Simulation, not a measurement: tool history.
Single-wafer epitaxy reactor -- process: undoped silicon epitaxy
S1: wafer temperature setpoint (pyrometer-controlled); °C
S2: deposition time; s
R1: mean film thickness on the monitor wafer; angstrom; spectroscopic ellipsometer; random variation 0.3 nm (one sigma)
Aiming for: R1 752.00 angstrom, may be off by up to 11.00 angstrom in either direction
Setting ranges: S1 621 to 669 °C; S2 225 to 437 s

run,hour,S1,S2,R1
1,0.0,645,331,485.32
2,6.3,645,290,429.37
3,8.4,648,291,453.09
4,16.5,648,275,431.27
5,19.7,651,280,464.95
6,26.3,653,285,493.54
7,31.8,655,289,522.91
8,37.4,657,292,546.07
9,43.9,658,295,556.88
10,49.5,659,299,578.78
11,51.3,660,302,597.63
12,58.5,669,315,735.91
13,62.4,669,316,738.22

Which single option among these 5 for the next run brings every result within its allowed miss of target? Just one does.
A,66.3,669,331,?
B,66.3,667,350,?
C,66.3,669,320,?
D,66.3,669,330,?
E,66.3,667,346,?

move,R1
A,778.34
B,792.63
C,752.47
D,775.98
E,783.57
A: takes the biggest miss from the last run beyond its target
B: takes the biggest miss from the last run beyond its target
C: every result lands within tolerance
D: takes the biggest miss from the last run beyond its target
E: takes the biggest miss from the last run beyond its target
Move C is the one to make.

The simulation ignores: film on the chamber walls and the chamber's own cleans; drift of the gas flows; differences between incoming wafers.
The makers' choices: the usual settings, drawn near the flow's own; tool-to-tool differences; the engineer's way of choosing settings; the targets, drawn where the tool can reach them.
